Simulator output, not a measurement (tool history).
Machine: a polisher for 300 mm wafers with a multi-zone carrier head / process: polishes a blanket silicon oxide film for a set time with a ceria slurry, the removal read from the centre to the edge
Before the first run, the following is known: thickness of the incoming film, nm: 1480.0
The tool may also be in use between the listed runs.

| run | hour | flow of slurry (ml/min) | pressure of the head's centre zone | pressure of the head's middle zone | pressure of the head's edge zone | polishing time (s) | film removed at the wafer's centre (nm) | film removed at mid-radius (nm) | film removed at the wafer's edge (nm) |
|---|---|---|---|---|---|---|---|---|---|
| 1 | 0 | 190 | 1 | 1 | 1 | 30 | 141.81 | 140.69 | 143.51 |
| 2 | 8.1 | 190 | 1 | 1 | 1 | 33 | 156.32 | 157.05 | 156.47 |
| 3 | 10.7 | 170 | 1 | 1 | 1 | 33 | 153.04 | 150.47 | 156.63 |
| 4 | 15.1 | 170 | 1 | 1 | 1 | 29 | 135.47 | 131.03 | 137.54 |
| 5 | 18 | 165 | 0.97 | 1.01 | 0.99 | 29 | 131.32 | 134.19 | 136.57 |
| 6 | 26.8 | 160 | 0.95 | 1.01 | 0.98 | 29 | 127.91 | 135.15 | 133.25 |

For run 7, what comes out?
| 7 | 34.1 | 160 | 0.95 | 1.01 | 0.98 | 29 | ? | ? | ? |

film removed at the wafer's centre (nm): 126.15
film removed at mid-radius (nm): 133.17
film removed at the wafer's edge (nm): 131.29

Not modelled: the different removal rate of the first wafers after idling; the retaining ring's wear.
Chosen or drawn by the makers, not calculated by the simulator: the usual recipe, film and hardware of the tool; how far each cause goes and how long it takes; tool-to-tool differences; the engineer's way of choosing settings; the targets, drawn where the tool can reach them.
